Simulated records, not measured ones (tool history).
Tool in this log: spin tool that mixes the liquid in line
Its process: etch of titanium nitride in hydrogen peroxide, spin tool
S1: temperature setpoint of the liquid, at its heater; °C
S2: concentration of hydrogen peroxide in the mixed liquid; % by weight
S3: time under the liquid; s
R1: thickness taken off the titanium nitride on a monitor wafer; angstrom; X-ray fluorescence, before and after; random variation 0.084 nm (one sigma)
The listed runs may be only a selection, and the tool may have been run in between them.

Run 1, hour 0.0: S1 43.0 °C, S2 21.5 % by weight, S3 275 s. Result: R1 95.855 angstrom.
Run 2, hour 5.8: S1 43.5 °C, S2 21.5 % by weight, S3 275 s. Result: R1 99.576 angstrom.
Run 3, hour 7.6: S1 44.0 °C, S2 21.5 % by weight, S3 275 s. Result: R1 104.760 angstrom.
Run 4, hour 12.5: S1 48.0 °C, S2 21.5 % by weight, S3 275 s. Result: R1 137.500 angstrom.
Run 5, hour 18.3: S1 48.0 °C, S2 18.5 % by weight, S3 275 s. Result: R1 132.940 angstrom.
Run 6, hour 19.0: S1 48.0 °C, S2 18.5 % by weight, S3 275 s. Result: R1 134.980 angstrom.
Run 7, hour 22.0: S1 47.5 °C, S2 18.5 % by weight, S3 275 s. Result: R1 129.380 angstrom.

What will run 8 give?
Run 8, hour 24.6: S1 47.0 °C, S2 18.5 % by weight, S3 275 s. Result: R1 ?.

{"run 8": {"R1": 124.17}}

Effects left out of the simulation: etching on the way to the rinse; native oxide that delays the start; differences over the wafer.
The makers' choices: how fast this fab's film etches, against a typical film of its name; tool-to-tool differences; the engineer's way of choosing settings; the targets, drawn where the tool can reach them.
